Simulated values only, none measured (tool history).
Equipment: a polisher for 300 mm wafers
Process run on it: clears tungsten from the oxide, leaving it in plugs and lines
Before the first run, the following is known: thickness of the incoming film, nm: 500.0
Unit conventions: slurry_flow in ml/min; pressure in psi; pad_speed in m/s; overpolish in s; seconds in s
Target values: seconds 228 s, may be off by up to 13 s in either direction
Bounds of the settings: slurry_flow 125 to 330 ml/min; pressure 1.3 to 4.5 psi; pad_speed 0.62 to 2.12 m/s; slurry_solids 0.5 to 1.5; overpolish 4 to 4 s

run,hour,slurry_flow,pressure,pad_speed,slurry_solids,overpolish,seconds
1,0,210,2.9,1.36,1,4,116.67
2,5.3,210,2.9,1.56,1,4,102.93
3,9.4,170,2.9,1.56,1,4,103.26
4,15.3,170,2.6,1.48,1,4,117.78
5,16.4,170,2.3,1.38,1,4,138.83
6,19.8,170,2,1.38,1,4,148.29
7,23.4,170,1.8,1.3,1,4,174.5
8,28.2,170,1.7,1.26,1,4,184.15
9,35.1,170,1.6,1.24,1,4,196.45
10,38.4,170,1.5,1.22,1,4,198.45
11,41.1,170,1.5,1.2,1,4,200.82
12,48.9,170,1.5,1.18,1,4,208.11
13,51,170,1.5,1.16,1,4,209.61

Pick the move, out of 4, that brings all results within their allowed miss; only one does.
A,53.1,245,1.3,1.42,0.75,4,?
B,53.1,130,2.1,1.22,0.75,4,?
C,53.1,165,1.8,1.18,0.95,4,?
D,53.1,155,1.5,1.1,1,4,?

move,seconds
A,195.26
B,183.54
C,194.26
D,228.69
A: further off than the last run
B: further off than the last run
C: further off than the last run
D: each result inside its tolerance
Move D is the one to make.
